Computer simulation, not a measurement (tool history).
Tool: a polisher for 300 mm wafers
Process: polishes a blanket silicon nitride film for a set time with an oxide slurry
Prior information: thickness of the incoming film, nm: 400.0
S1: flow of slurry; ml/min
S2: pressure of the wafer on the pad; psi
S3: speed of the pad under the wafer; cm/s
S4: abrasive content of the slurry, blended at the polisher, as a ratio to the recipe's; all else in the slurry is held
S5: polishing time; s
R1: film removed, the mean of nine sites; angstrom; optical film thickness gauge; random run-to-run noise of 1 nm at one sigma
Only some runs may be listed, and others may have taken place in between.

| run | day | S1 | S2 | S3 | S4 | S5 | R1 |
|---|---|---|---|---|---|---|---|
| 1 | 0.000 | 245 | 4.1 | 100 | 1.0 | 78 | 562.59 |
| 2 | 0.367 | 245 | 4.1 | 88 | 1.0 | 78 | 496.83 |
| 3 | 0.638 | 245 | 4.1 | 88 | 1.0 | 82 | 537.50 |
| 4 | 0.783 | 245 | 4.5 | 88 | 1.0 | 82 | 574.80 |
| 5 | 1.038 | 245 | 4.5 | 64 | 1.0 | 82 | 453.39 |
| 6 | 1.388 | 245 | 4.5 | 64 | 1.0 | 82 | 446.61 |
| 7 | 1.658 | 245 | 5.0 | 68 | 1.0 | 82 | 512.61 |
| 8 | 1.783 | 245 | 5.4 | 72 | 1.0 | 82 | 592.41 |
| 9 | 1.883 | 245 | 5.7 | 74 | 1.0 | 82 | 621.01 |
| 10 | 2.154 | 245 | 5.9 | 76 | 1.0 | 82 | 674.57 |

Run 11 is up next; what results do you expect?
| 11 | 2.233 | 245 | 6.0 | 78 | 1.0 | 82 | ? |

R1: 673.91 angstrom
